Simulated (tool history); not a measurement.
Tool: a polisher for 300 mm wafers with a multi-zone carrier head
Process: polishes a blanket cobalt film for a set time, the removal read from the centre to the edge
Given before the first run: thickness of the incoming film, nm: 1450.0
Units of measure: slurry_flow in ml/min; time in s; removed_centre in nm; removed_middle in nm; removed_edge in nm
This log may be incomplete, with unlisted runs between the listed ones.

{"run": 1, "hour": 0.0, "slurry_flow": 195, "centre_zone": 1.0, "middle_zone": 1.0, "edge_zone": 1.0, "time": 63, "removed_centre": 250.65, "removed_middle": 250.93, "removed_edge": 256.82}
{"run": 2, "hour": 8.0, "slurry_flow": 205, "centre_zone": 1.03, "middle_zone": 0.99, "edge_zone": 1.04, "time": 65, "removed_centre": 266.58, "removed_middle": 255.19, "removed_edge": 263.53}
{"run": 3, "hour": 9.5, "slurry_flow": 205, "centre_zone": 1.08, "middle_zone": 0.99, "edge_zone": 1.04, "time": 65, "removed_centre": 281.62, "removed_middle": 260.14, "removed_edge": 265.26}
{"run": 4, "hour": 12.0, "slurry_flow": 200, "centre_zone": 1.08, "middle_zone": 0.97, "edge_zone": 1.06, "time": 68, "removed_centre": 294.76, "removed_middle": 263.29, "removed_edge": 274.52}
{"run": 5, "hour": 17.7, "slurry_flow": 200, "centre_zone": 1.05, "middle_zone": 0.97, "edge_zone": 1.06, "time": 68, "removed_centre": 283.94, "removed_middle": 266.25, "removed_edge": 282.61}
{"run": 6, "hour": 23.3, "slurry_flow": 205, "centre_zone": 1.07, "middle_zone": 0.96, "edge_zone": 1.08, "time": 70, "removed_centre": 298.06, "removed_middle": 277.83, "removed_edge": 294.15}
{"run": 7, "hour": 31.7, "slurry_flow": 250, "centre_zone": 1.16, "middle_zone": 0.86, "edge_zone": 1.18, "time": 76, "removed_centre": 362.39, "removed_middle": 279.34, "removed_edge": 346.38}
{"run": 8, "hour": 39.3, "slurry_flow": 250, "centre_zone": 1.16, "middle_zone": 0.86, "edge_zone": 1.18, "time": 76, "removed_centre": 362.77, "removed_middle": 273.44, "removed_edge": 337.28}

Run 9 is up next; what results do you expect?
{"run": 9, "hour": 44.9, "slurry_flow": 250, "centre_zone": 1.15, "middle_zone": 0.88, "edge_zone": 1.18, "time": 76, "removed_centre": "?", "removed_middle": "?", "removed_edge": "?"}

removed_centre: 360.35 nm
removed_middle: 284.02 nm
removed_edge: 337.86 nm
